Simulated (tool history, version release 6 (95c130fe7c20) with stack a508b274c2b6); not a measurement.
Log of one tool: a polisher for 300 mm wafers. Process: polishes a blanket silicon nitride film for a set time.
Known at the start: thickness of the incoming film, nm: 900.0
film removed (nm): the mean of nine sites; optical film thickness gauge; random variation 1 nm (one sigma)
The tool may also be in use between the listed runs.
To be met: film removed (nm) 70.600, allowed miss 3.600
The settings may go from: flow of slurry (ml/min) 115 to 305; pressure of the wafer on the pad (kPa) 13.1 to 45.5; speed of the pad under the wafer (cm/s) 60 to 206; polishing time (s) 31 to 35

run  hour  flow of slurry (ml/min)  pressure of the wafer on the pad (kPa)  speed of the pad under the wafer (cm/s)  polishing time (s)  film removed (nm)
  1   0.0                      195                                    29.0                                      132                  35             99.440
  2   4.3                      195                                    29.0                                      132                  35            102.530
  3   8.4                      195                                    29.0                                      132                  31             87.479
  4  14.8                      230                                    29.0                                      132                  31             90.086
  5  16.7                      230                                    28.3                                      132                  31             89.239
  6  24.1                      230                                    28.3                                      132                  35            101.140
  7  27.9                      230                                    26.9                                      132                  35             95.600
  8  36.8                      230                                    26.2                                      132                  35             92.780
  9  44.2                      230                                    25.5                                      132                  35             87.882

Which of these 4 next moves meets every target?
  A  51.6                      210                                    29.0                                      160                  35                  ?
  B  51.6                      245                                    22.1                                      116                  31                  ?
  C  51.6                      240                                    27.6                                      116                  31                  ?
  D  51.6                      225                                    22.1                                      134                  31                  ?

move  film removed (nm)
   A            117.830
   B             63.266
   C             78.278
   D             70.279
A: further off than the last run
B: takes the result that was furthest off past its target
C: nearer than the last run, and not there yet
D: meets every target
The right move is D.

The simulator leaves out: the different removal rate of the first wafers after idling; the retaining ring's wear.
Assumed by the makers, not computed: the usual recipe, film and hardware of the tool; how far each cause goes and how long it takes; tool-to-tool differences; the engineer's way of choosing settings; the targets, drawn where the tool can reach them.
